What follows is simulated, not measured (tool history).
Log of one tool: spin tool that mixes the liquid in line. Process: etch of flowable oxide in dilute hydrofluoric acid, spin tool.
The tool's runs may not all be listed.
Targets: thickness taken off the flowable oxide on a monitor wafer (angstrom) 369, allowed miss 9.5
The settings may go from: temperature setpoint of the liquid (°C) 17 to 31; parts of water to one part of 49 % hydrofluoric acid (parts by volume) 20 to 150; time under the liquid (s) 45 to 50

run,day,temperature setpoint of the liquid (°C),parts of water to one part of 49 % hydrofluoric acid (parts by volume),time under the liquid (s),thickness taken off the flowable oxide on a monitor wafer (angstrom)
1,0,23,85,45,185.44
2,0.292,25,80,45,215.81
3,0.588,28.5,80,45,247.6
4,0.917,26,80,45,223.58
5,1.292,26,80,45,225.22
6,1.475,27,75,45,251.53
7,1.683,28,70,45,281.56
8,1.879,28.5,65,45,310.09
9,2.233,29,65,45,317.5
10,2.579,29.5,65,45,324.82
11,2.675,30,65,45,330.31
# day 2.9: thermometer replaced
12,2.9,30.5,60,45,398.66
13,3.229,30.5,60,45,401.62
14,3.492,30,60,45,391.31

Which of these 5 next moves meets every target?
A,3.754,28,70,50,?
B,3.754,29.5,65,45,?
C,3.754,31,65,45,?
D,3.754,27,60,45,?
E,3.754,24,55,45,?

move,thickness taken off the flowable oxide on a monitor wafer (angstrom)
A,337.7
B,349.56
C,370.4
D,345.7
E,336.34
A: takes the result that was furthest off past its target
B: takes the result that was furthest off past its target
C: meets every target
D: takes the result that was furthest off past its target
E: takes the result that was furthest off past its target
The right move is C.

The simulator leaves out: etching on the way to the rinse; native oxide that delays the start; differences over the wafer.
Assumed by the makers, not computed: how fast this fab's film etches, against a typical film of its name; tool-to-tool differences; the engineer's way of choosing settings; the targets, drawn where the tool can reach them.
